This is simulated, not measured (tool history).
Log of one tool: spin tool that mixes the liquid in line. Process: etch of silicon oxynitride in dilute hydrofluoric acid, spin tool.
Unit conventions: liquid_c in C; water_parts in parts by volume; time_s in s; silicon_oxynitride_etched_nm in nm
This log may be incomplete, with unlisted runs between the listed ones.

run  hour  liquid_c  water_parts  time_s  silicon_oxynitride_etched_nm
  1   0.0      21.0          155      95                        1.1465
  2   6.2      22.5          155      95                        1.2535
  3  11.0      22.5          110      95                        1.8119
  4  18.5      22.5          140      95                        1.3882
  5  26.9      22.5          120      95                        1.6724
  6  33.2      24.5          120      95                        1.7806
  7  35.7      23.0          140      95                        1.3881

What does the tool deliver on the next run?
     43.9  -- thermometer replaced
  8  43.9      22.0          155      95                             ?

{"run 8": {"silicon_oxynitride_etched_nm": 1.0878}}
